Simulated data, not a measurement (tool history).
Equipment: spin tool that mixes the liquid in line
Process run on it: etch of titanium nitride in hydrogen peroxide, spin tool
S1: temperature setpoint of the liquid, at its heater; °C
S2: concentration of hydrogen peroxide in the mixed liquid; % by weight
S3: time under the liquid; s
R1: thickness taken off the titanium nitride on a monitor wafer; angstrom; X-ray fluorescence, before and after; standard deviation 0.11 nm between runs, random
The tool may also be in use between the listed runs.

run 1 hour=0 | S1=54 S2=24.5 S3=295 | R1=182.04
run 2 hour=0.7 | S1=48.5 S2=24.5 S3=295 | R1=121.05
run 3 hour=6.1 | S1=48.5 S2=24.5 S3=295 | R1=121.68
run 4 hour=14.3 | S1=51.5 S2=24.5 S3=295 | R1=150.62
run 5 hour=19.4 | S1=57 S2=24.5 S3=295 | R1=221.05
run 6 hour=25.3 | S1=57 S2=24.5 S3=295 | R1=221.36
run 7 hour=33.6 | S1=58 S2=24.5 S3=295 | R1=238.26

What does the tool deliver on the next run?
run 8 hour=38 | S1=58 S2=24.5 S3=295 | R1=?

Run 8 yielded R1 239.22 angstrom.
